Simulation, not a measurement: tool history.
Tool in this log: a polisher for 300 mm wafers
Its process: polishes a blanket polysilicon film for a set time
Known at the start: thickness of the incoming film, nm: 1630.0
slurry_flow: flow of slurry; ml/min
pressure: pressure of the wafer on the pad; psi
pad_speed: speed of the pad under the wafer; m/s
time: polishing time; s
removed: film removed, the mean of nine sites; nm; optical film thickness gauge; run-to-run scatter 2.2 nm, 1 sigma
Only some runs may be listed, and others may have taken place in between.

run,hour,slurry_flow,pressure,pad_speed,time,removed
1,0.0,320,2.2,0.96,21,122.93
2,5.3,320,2.5,0.96,21,140.54
3,10.7,320,2.0,0.96,21,114.57
4,13.3,320,2.4,0.98,21,135.31
5,18.9,320,2.6,0.98,21,144.61
6,20.6,260,2.6,0.98,21,143.29
7,27.6,260,2.8,0.98,21,156.52
8,34.1,260,2.9,0.98,21,158.33
9,40.1,260,3.0,0.98,21,164.77

Run 10 is up next; what results do you expect?
10,45.0,260,3.1,0.98,21,?

removed: 170.67 nm

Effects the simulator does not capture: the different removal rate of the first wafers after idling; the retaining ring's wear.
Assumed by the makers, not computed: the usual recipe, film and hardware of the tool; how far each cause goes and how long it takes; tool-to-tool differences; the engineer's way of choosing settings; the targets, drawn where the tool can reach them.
